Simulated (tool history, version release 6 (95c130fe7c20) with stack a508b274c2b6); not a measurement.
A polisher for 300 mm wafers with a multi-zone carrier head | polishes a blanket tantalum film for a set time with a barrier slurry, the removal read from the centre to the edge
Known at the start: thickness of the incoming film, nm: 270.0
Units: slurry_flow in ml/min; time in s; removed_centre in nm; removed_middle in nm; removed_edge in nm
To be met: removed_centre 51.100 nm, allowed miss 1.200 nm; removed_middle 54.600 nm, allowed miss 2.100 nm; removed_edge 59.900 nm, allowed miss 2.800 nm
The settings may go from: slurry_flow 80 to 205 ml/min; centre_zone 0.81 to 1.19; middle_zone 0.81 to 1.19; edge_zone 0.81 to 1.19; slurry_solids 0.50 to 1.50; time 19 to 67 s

run	day	slurry_flow	centre_zone	middle_zone	edge_zone	slurry_solids	time	removed_centre	removed_middle	removed_edge
1	0.000	135	1.00	1.00	1.00	1.00	43	48.331	47.625	47.204
2	0.192	165	1.00	1.00	1.00	1.00	43	50.466	50.510	48.786
3	0.383	165	1.00	1.03	1.00	1.00	43	50.712	51.014	48.095
4	0.625	165	0.97	1.00	1.06	1.10	43	50.362	50.897	50.924
5	0.679	165	0.94	0.99	1.10	1.20	43	49.533	52.591	53.936
6	0.800	165	0.97	0.99	1.10	1.20	43	52.410	52.818	53.084
7	0.908	160	0.94	0.97	1.12	1.30	44	52.564	53.353	56.031
8	1.162	150	0.89	0.98	1.19	1.50	44	49.919	53.948	57.924
9	1.354	150	0.89	0.97	1.19	1.50	44	49.640	54.307	58.650

5 next moves are on the table. One of them brings every result within its allowed miss. Which?
A	1.546	125	0.90	1.02	1.14	1.50	43	?	?	?
B	1.546	155	0.86	0.92	1.19	1.45	45	?	?	?
C	1.546	140	0.93	1.08	1.15	1.25	44	?	?	?
D	1.546	105	0.81	0.85	1.07	1.40	53	?	?	?
E	1.546	135	0.90	0.97	1.19	1.35	47	?	?	?

move	removed_centre	removed_middle	removed_edge
A	46.780	53.113	54.418
B	48.956	53.078	59.893
C	49.043	56.324	54.758
D	48.349	52.885	62.106
E	51.045	55.430	60.308
A: further off than the last run
B: further off than the last run
C: further off than the last run
D: further off than the last run
E: meets every target
Answer: E

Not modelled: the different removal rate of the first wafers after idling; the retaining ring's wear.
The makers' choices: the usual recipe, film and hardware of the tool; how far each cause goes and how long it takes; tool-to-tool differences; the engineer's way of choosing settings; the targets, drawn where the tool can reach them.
